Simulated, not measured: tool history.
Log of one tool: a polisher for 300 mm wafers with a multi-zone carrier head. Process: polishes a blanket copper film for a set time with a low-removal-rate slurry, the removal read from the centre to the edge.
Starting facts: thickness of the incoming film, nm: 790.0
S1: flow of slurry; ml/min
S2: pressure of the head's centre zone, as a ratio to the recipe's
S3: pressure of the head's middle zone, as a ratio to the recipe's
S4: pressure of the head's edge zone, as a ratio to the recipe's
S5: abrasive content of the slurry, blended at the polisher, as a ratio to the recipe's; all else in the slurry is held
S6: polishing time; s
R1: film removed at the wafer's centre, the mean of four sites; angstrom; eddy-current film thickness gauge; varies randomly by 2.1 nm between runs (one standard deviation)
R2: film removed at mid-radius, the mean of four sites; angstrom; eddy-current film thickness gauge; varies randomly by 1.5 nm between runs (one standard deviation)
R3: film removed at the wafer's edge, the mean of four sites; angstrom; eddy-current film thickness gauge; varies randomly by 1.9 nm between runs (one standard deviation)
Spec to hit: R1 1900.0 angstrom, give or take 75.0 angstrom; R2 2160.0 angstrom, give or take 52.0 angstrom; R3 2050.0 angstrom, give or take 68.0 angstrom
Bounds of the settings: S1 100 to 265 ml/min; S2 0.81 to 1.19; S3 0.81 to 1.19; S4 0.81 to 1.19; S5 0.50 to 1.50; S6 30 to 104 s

run	hour	S1	S2	S3	S4	S5	S6	R1	R2	R3
1	0.0	170	1.00	1.00	1.00	1.00	67	1759.8	1750.5	1787.3
2	1.9	170	1.00	1.00	1.00	0.90	67	1721.0	1725.5	1726.9
3	9.8	170	1.00	0.94	1.00	0.90	67	1724.1	1616.5	1712.5
4	13.8	180	1.00	0.97	1.02	0.95	67	1757.7	1698.2	1788.2
5	14.8	180	1.00	0.97	0.97	0.95	67	1737.6	1737.6	1761.8
6	16.4	190	1.00	0.99	0.97	1.00	67	1777.3	1768.0	1775.0
7	19.5	195	0.99	1.02	0.99	1.05	67	1787.1	1813.6	1817.7
8	26.1	200	0.98	1.05	1.00	1.10	67	1815.6	1927.9	1838.3
9	30.2	205	0.97	1.06	1.02	1.15	67	1822.5	1961.0	1883.2
10	33.8	210	0.96	1.07	1.04	1.20	67	1814.5	2008.9	1933.4

Of the 5 settings listed for the next run, only one would bring every result within its allowed miss of target. Which one?
A	37.4	195	1.01	0.95	1.05	1.00	71	?	?	?
B	37.4	230	1.02	1.19	0.96	1.05	65	?	?	?
C	37.4	225	0.93	1.07	1.03	1.15	72	?	?	?
D	37.4	215	1.04	1.08	1.02	1.10	64	?	?	?
E	37.4	235	0.95	1.01	1.01	0.95	73	?	?	?

move	R1	R2	R3
A	1940.8	1844.9	1944.1
B	1865.7	2118.1	1747.7
C	1912.7	2178.6	2041.5
D	1871.5	1919.9	1780.0
E	1912.3	2029.4	1977.1
A: the biggest miss grows against the last run
B: brings the last run's worst result on target, with another outside its allowed miss
C: in spec on every target
D: the biggest miss grows against the last run
E: gains on the last run, yet a result remains outside its allowed miss
So the answer is move C, the one that meets all the targets.
